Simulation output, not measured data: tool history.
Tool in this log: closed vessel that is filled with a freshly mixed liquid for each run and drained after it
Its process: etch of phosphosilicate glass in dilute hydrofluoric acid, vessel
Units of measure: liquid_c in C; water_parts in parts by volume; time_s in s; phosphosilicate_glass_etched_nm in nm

run	hour	liquid_c	water_parts	time_s	phosphosilicate_glass_etched_nm
1	0.0	25.0	220	100	35.668
2	4.4	25.0	220	105	38.069
3	10.8	23.0	220	105	34.477
4	13.2	22.5	220	105	33.985
5	17.8	22.5	180	105	43.223
6	23.0	19.0	180	105	37.810
7	25.2	18.5	190	105	35.521

Run 8, settings as shown, results not yet in. Your forecast:
8	28.6	18.0	195	105	?

phosphosilicate_glass_etched_nm: 33.092 nm
